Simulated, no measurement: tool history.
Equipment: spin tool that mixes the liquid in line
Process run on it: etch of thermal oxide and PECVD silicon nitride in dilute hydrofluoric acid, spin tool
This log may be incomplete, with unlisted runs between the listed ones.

run,hour,temperature setpoint of the liquid (K),parts of water to one part of 49 % hydrofluoric acid (parts by volume),time under the liquid (s),thickness taken off the thermal oxide on a monitor wafer (Å),thickness taken off the PECVD silicon nitride on a monitor wafer (Å)
1,0.0,299.15,170,180,46.599,29.357
2,4.7,299.15,170,145,37.108,23.883
3,12.9,299.15,155,145,42.006,26.153
4,14.5,297.65,155,145,39.346,23.973
5,19.5,298.15,140,140,43.687,26.066
6,24.9,298.15,140,110,34.148,20.387
7,25.7,299.15,125,110,41.437,24.904
8,31.9,299.65,115,105,43.931,26.381
9,39.7,300.15,105,100,47.274,28.064
# hour 43.8: thermometer replaced
10,43.8,300.65,100,100,53.364,32.508
11,51.7,300.65,95,100,56.591,34.344

Expected results for the next run?
12,56.5,301.15,70,95,?,?

{"run 12": {"thickness taken off the thermal oxide on a monitor wafer (Å)": 76.282, "thickness taken off the PECVD silicon nitride on a monitor wafer (Å)": 45.959}}
